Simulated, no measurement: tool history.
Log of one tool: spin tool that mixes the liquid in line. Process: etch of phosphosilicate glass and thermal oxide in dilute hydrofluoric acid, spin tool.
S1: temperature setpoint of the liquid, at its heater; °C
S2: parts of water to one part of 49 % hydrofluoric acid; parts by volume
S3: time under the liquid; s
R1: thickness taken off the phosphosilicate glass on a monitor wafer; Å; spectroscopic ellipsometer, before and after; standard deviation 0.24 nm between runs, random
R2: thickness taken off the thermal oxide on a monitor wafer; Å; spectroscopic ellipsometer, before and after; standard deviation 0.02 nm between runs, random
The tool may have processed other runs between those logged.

run  hour    S1   S2   S3      R1      R2
  1     0    24  280  130  459.74  18.785
  2   2.2  25.5  280  130  474.54  19.672
  3  10.4  25.5  215  130  668.61  28.371
  4  18.9  25.5  215  165  840.77  34.418
  5  22.9    24  260  160  613.52  25.174
  6  29.6  20.5  260  160  544.33  22.725
  7  32.6  19.5  280  160  471.78   19.58
  8  33.5    19  295  160   431.9   17.74
  9  37.5  18.5  305  160  410.73  17.105
 10  41.7    18  315  160  384.54  15.877
 11  45.5  17.5  320  160  372.55  15.218

For run 12, what comes out?
 12  54.3  17.5  325  160   ?   ?

{"run 12": {"R1": 365.99, "R2": 15.171}}
